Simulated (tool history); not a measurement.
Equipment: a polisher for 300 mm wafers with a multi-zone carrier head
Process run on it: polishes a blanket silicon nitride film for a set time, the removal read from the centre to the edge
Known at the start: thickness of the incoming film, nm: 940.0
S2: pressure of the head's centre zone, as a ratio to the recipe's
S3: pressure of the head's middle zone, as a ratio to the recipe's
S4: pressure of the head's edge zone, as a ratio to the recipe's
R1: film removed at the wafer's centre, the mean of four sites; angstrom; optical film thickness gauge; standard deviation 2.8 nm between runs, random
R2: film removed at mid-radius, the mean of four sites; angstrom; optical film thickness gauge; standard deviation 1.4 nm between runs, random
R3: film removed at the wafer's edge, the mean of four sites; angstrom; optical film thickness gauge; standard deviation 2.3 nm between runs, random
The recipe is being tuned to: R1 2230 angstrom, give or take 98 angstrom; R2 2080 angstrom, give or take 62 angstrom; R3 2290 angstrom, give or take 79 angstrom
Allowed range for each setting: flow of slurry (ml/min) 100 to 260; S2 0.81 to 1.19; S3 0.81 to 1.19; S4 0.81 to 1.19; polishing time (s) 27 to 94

run 1 hour=0 | flow_of_slurry_(ml/min)=165 S2=1 S3=1 S4=1 polishing_time_(s)=60 | R1=1631.8 R2=1558.9 R3=1609.7
run 2 hour=2.9 | flow_of_slurry_(ml/min)=165 S2=0.92 S3=1 S4=1 polishing_time_(s)=60 | R1=1481.5 R2=1570.2 R3=1626.3
run 3 hour=11.9 | flow_of_slurry_(ml/min)=165 S2=0.92 S3=1.07 S4=1 polishing_time_(s)=60 | R1=1444.1 R2=1654.9 R3=1610.2
run 4 hour=18.4 | flow_of_slurry_(ml/min)=165 S2=0.92 S3=1.07 S4=0.93 polishing_time_(s)=60 | R1=1477.9 R2=1668.8 R3=1535.3
run 5 hour=21.6 | flow_of_slurry_(ml/min)=165 S2=0.92 S3=1.07 S4=0.93 polishing_time_(s)=70 | R1=1725.5 R2=1921.2 R3=1817.3
run 6 hour=30.5 | flow_of_slurry_(ml/min)=175 S2=0.94 S3=1.06 S4=0.97 polishing_time_(s)=71 | R1=1778.5 R2=1957.5 R3=1852
run 7 hour=31.7 | flow_of_slurry_(ml/min)=175 S2=0.96 S3=1.04 S4=1 polishing_time_(s)=73 | R1=1884.3 R2=2003.7 R3=1921.5
run 8 hour=37.2 | flow_of_slurry_(ml/min)=175 S2=0.97 S3=1.01 S4=1.02 polishing_time_(s)=75 | R1=1910.2 R2=1982.9 R3=2067.8
run 9 hour=39.9 | flow_of_slurry_(ml/min)=185 S2=0.99 S3=1 S4=1.03 polishing_time_(s)=76 | R1=2040.1 R2=2032.3 R3=2063.2
run 10 hour=42.5 | flow_of_slurry_(ml/min)=185 S2=1 S3=0.99 S4=1.05 polishing_time_(s)=77 | R1=2087.3 R2=2024.8 R3=2139.6
run 11 hour=48.2 | flow_of_slurry_(ml/min)=190 S2=1 S3=0.99 S4=1.06 polishing_time_(s)=78 | R1=2118.8 R2=2063.8 R3=2168.1
run 12 hour=54.1 | flow_of_slurry_(ml/min)=190 S2=1 S3=0.98 S4=1.07 polishing_time_(s)=78 | R1=2151.3 R2=2018 R3=2179.9
run 13 hour=60.8 | flow_of_slurry_(ml/min)=190 S2=1 S3=0.98 S4=1.08 polishing_time_(s)=78 | R1=2121.5 R2=2051.8 R3=2151.7

Of the 4 settings listed for the next run, only one would bring every result within its allowed miss of target. Which one?
run A hour=67.5 | flow_of_slurry_(ml/min)=220 S2=1 S3=0.98 S4=1.19 polishing_time_(s)=81 | R1=? R2=? R3=?
run B hour=67.5 | flow_of_slurry_(ml/min)=190 S2=1.01 S3=0.93 S4=1.05 polishing_time_(s)=82 | R1=? R2=? R3=?
run C hour=67.5 | flow_of_slurry_(ml/min)=205 S2=1.03 S3=0.88 S4=1.11 polishing_time_(s)=79 | R1=? R2=? R3=?
run D hour=67.5 | flow_of_slurry_(ml/min)=195 S2=1.01 S3=1.05 S4=1.12 polishing_time_(s)=75 | R1=? R2=? R3=?

move=A R1=2219 R2=2167.1 R3=2451.3
move=B R1=2230 R2=2077.8 R3=2303.3
move=C R1=2210.3 R2=1936.9 R3=2296.7
move=D R1=2047.5 R2=2088.3 R3=2177.5
A: moves the result that the last run missed by most past its target, out the other side
B: meets every target
C: meets the target for the result that was furthest off, but another lies outside its allowed miss
D: further off than the last run
Go with B: it meets all targets.

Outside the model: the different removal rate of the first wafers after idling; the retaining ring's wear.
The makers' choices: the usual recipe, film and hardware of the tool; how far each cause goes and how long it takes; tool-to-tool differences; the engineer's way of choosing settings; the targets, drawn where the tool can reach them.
